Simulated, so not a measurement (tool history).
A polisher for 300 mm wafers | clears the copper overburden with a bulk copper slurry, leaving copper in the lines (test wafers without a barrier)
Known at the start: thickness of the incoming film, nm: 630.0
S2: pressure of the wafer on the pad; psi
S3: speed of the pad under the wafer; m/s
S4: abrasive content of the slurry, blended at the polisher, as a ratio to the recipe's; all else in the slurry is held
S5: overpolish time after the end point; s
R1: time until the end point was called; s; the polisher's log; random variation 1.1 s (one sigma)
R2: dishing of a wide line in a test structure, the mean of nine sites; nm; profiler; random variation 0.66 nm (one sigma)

Run 1, day 0: flow of slurry (ml/min) 315, S2 2.4 psi, S3 1.42 m/s, S4 1, S5 24 s. Result: R1 57.534 s, R2 99.538 nm.
Run 2, day 0.208: flow of slurry (ml/min) 285, S2 2.4 psi, S3 1.42 m/s, S4 1, S5 24 s. Result: R1 58.249 s, R2 100.9 nm.
Run 3, day 0.362: flow of slurry (ml/min) 285, S2 2.4 psi, S3 1.42 m/s, S4 1, S5 31 s. Result: R1 56.496 s, R2 109.28 nm.
Run 4, day 0.446: flow of slurry (ml/min) 310, S2 2.2 psi, S3 1.5 m/s, S4 1, S5 28 s. Result: R1 57.925 s, R2 102.58 nm.
At day 0.521: slurry blender recalibrated.
Run 5, day 0.521: flow of slurry (ml/min) 310, S2 2.2 psi, S3 1.5 m/s, S4 1.1, S5 28 s. Result: R1 53.553 s, R2 102.9 nm.
Run 6, day 0.883: flow of slurry (ml/min) 335, S2 2.1 psi, S3 1.5 m/s, S4 1.15, S5 25 s. Result: R1 55.106 s, R2 97.49 nm.
Run 7, day 1.1: flow of slurry (ml/min) 335, S2 2.1 psi, S3 1.5 m/s, S4 1.15, S5 25 s. Result: R1 53.682 s, R2 98.826 nm.
Run 8, day 1.346: flow of slurry (ml/min) 355, S2 2 psi, S3 1.48 m/s, S4 1.2, S5 23 s. Result: R1 57.128 s, R2 92.464 nm.
Run 9, day 1.6: flow of slurry (ml/min) 370, S2 1.9 psi, S3 1.5 m/s, S4 1.25, S5 21 s. Result: R1 57.466 s, R2 86.166 nm.
Run 10, day 1.854: flow of slurry (ml/min) 385, S2 1.8 psi, S3 1.52 m/s, S4 1.3, S5 19 s. Result: R1 61.727 s, R2 84.242 nm.
Run 11, day 1.992: flow of slurry (ml/min) 400, S2 1.7 psi, S3 1.56 m/s, S4 1.35, S5 17 s. Result: R1 60.032 s, R2 77.822 nm.
Run 12, day 2.012: flow of slurry (ml/min) 410, S2 1.6 psi, S3 1.6 m/s, S4 1.35, S5 16 s. Result: R1 63.101 s, R2 73.373 nm.
Run 13, day 2.142: flow of slurry (ml/min) 420, S2 1.5 psi, S3 1.68 m/s, S4 1.35, S5 15 s. Result: R1 62.211 s, R2 70.177 nm.
Run 14, day 2.504: flow of slurry (ml/min) 430, S2 1.4 psi, S3 1.74 m/s, S4 1.35, S5 14 s. Result: R1 68.625 s, R2 64.922 nm.

Run 15 comes next. What will it give?
Run 15, day 2.808: flow of slurry (ml/min) 490, S2 1.2 psi, S3 2.14 m/s, S4 1.5, S5 7 s. Result: R1 ?, R2 ?.

{"run 15": {"R1": 63.549, "R2": 44.186}}

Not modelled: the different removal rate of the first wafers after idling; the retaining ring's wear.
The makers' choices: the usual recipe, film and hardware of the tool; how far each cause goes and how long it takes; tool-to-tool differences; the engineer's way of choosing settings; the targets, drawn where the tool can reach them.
